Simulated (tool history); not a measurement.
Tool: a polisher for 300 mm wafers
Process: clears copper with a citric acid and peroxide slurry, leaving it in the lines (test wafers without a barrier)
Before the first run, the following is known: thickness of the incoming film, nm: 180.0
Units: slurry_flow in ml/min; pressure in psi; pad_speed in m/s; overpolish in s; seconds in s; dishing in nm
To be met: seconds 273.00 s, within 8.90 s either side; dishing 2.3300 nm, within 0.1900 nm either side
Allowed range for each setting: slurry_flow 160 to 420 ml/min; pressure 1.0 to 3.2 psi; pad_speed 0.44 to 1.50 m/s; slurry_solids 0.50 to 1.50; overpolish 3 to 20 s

{"run": 1, "hour": 0.0, "slurry_flow": 270, "pressure": 2.1, "pad_speed": 0.96, "slurry_solids": 1.0, "overpolish": 10, "seconds": 126.9, "dishing": 9.6523}
{"run": 2, "hour": 8.9, "slurry_flow": 270, "pressure": 1.6, "pad_speed": 0.96, "slurry_solids": 1.0, "overpolish": 10, "seconds": 165.34, "dishing": 7.473}
{"run": 3, "hour": 12.5, "slurry_flow": 270, "pressure": 1.5, "pad_speed": 0.92, "slurry_solids": 1.0, "overpolish": 9, "seconds": 179.59, "dishing": 6.2779}
{"run": 4, "hour": 18.8, "slurry_flow": 310, "pressure": 1.5, "pad_speed": 0.92, "slurry_solids": 1.0, "overpolish": 9, "seconds": 182.81, "dishing": 6.3821}
{"run": 5, "hour": 22.8, "slurry_flow": 310, "pressure": 1.5, "pad_speed": 0.92, "slurry_solids": 0.9, "overpolish": 9, "seconds": 182.37, "dishing": 5.9987}
{"run": 6, "hour": 24.8, "slurry_flow": 310, "pressure": 1.4, "pad_speed": 0.88, "slurry_solids": 0.85, "overpolish": 8, "seconds": 206.62, "dishing": 4.7778}
{"run": 7, "hour": 31.8, "slurry_flow": 310, "pressure": 1.4, "pad_speed": 0.86, "slurry_solids": 0.8, "overpolish": 7, "seconds": 213.79, "dishing": 4.1017}
{"run": 8, "hour": 34.1, "slurry_flow": 310, "pressure": 1.4, "pad_speed": 0.84, "slurry_solids": 0.8, "overpolish": 7, "seconds": 219.71, "dishing": 4.1067}
{"run": 9, "hour": 35.4, "slurry_flow": 310, "pressure": 1.4, "pad_speed": 0.84, "slurry_solids": 0.8, "overpolish": 6, "seconds": 224.44, "dishing": 3.3647}
{"run": 10, "hour": 40.6, "slurry_flow": 310, "pressure": 1.3, "pad_speed": 0.84, "slurry_solids": 0.8, "overpolish": 6, "seconds": 234.41, "dishing": 3.1879}

5 next moves are on the table. One of them brings every result within its allowed miss. Which?
{"run": "A", "hour": 45.8, "slurry_flow": 290, "pressure": 1.4, "pad_speed": 0.78, "slurry_solids": 0.6, "overpolish": 6, "seconds": "?", "dishing": "?"}
{"run": "B", "hour": 45.8, "slurry_flow": 285, "pressure": 1.7, "pad_speed": 0.56, "slurry_solids": 0.75, "overpolish": 4, "seconds": "?", "dishing": "?"}
{"run": "C", "hour": 45.8, "slurry_flow": 360, "pressure": 1.2, "pad_speed": 0.72, "slurry_solids": 0.8, "overpolish": 6, "seconds": "?", "dishing": "?"}
{"run": "D", "hour": 45.8, "slurry_flow": 315, "pressure": 1.1, "pad_speed": 0.84, "slurry_solids": 0.8, "overpolish": 6, "seconds": "?", "dishing": "?"}
{"run": "E", "hour": 45.8, "slurry_flow": 305, "pressure": 1.0, "pad_speed": 0.92, "slurry_solids": 0.9, "overpolish": 5, "seconds": "?", "dishing": "?"}

move=A seconds=246.99 dishing=3.1015
move=B seconds=268.60 dishing=1.9115
move=C seconds=284.46 dishing=2.6953
move=D seconds=270.13 dishing=2.8349
move=E seconds=265.29 dishing=2.4087
A: nearer the targets than the last run, but a result is still out of spec
B: moves the result that the last run missed by most past its target, out the other side
C: nearer the targets than the last run, but a result is still out of spec
D: nearer the targets than the last run, but a result is still out of spec
E: all results in spec
Move E is the one to make.

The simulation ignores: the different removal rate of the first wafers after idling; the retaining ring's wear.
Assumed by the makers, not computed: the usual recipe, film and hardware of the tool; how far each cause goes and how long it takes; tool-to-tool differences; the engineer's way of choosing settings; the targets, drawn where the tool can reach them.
